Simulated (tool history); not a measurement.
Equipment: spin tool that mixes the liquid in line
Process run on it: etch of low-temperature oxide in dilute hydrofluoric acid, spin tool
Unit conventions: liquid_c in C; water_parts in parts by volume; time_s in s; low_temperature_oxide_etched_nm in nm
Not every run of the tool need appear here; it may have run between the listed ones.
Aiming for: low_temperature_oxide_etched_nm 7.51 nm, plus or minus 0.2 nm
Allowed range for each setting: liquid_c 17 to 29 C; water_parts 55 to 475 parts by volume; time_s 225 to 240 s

run  hour  liquid_c  water_parts  time_s  low_temperature_oxide_etched_nm
  1     0        21          265     225                           15.291
  2   4.6      20.5          285     225                            13.64
  3   6.6      20.5          285     225                           13.575
  4   7.2      20.5          195     225                           21.647
  5   8.4        20          220     225                           18.423
  6  16.3      19.5          245     225                           15.863
  7  20.2        19          265     225                           14.144
  8  21.2      18.5          280     225                           12.935
  9  28.2      18.5          295     225                           12.055
 10  32.6      18.5          310     225                           11.393
 11  34.3      18.5          320     225                           10.999
 12  36.6      18.5          330     225                           10.498
 13  42.6        17          400     225                           7.7706

Which one of the following 5 next-run settings gets every result inside its allowed miss? There is exactly one.
  A  48.6        17          420     235                                ?
  B  48.6        18          420     235                                ?
  C  48.6      18.5          425     240                                ?
  D  48.6      17.5          395     225                                ?
  E  48.6        17          385     225                                ?

move  low_temperature_oxide_etched_nm
   A                           7.5889
   B                           7.8635
   C                           8.0454
   D                           8.0197
   E                           8.1443
A: each result inside its tolerance
B: its largest miss is bigger than the last run's
C: its largest miss is bigger than the last run's
D: its largest miss is bigger than the last run's
E: its largest miss is bigger than the last run's
The right move is A.

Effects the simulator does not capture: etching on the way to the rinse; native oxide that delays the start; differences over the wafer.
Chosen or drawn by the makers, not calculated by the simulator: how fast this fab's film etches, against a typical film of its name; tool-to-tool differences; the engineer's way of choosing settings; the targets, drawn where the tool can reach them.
